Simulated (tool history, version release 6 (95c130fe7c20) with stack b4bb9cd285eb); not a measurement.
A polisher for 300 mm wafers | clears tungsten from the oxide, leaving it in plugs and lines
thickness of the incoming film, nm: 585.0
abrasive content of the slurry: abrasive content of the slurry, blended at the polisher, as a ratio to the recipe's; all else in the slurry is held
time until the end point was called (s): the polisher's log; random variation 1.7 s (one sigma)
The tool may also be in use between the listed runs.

run	hour	flow of slurry (ml/min)	pressure of the wafer on the pad (psi)	speed of the pad under the wafer (cm/s)	abrasive content of the slurry	overpolish time after the end point (s)	time until the end point was called (s)
1	0	230	3.6	124	1	9	130.27
2	4.3	230	3.6	138	1	9	116.12
3	7.4	230	3.4	138	1	9	121.51
4	16.2	230	3.2	138	1	9	128.76
5	19.5	230	3.1	138	1	9	134.03
6	28	180	3.1	138	1	9	138.24
# hour 28.7: slurry tank refilled with fresh slurry and peroxide
7	28.7	180	3	138	1	9	119.83
8	31.3	200	2.9	138	1	9	123.08
9	35.1	200	2.9	132	1	9	129.41

The next listed run, before its measurement:
10	39.4	200	2.8	126	1	9	?

Run 10 gave time until the end point was called (s) 140.58.

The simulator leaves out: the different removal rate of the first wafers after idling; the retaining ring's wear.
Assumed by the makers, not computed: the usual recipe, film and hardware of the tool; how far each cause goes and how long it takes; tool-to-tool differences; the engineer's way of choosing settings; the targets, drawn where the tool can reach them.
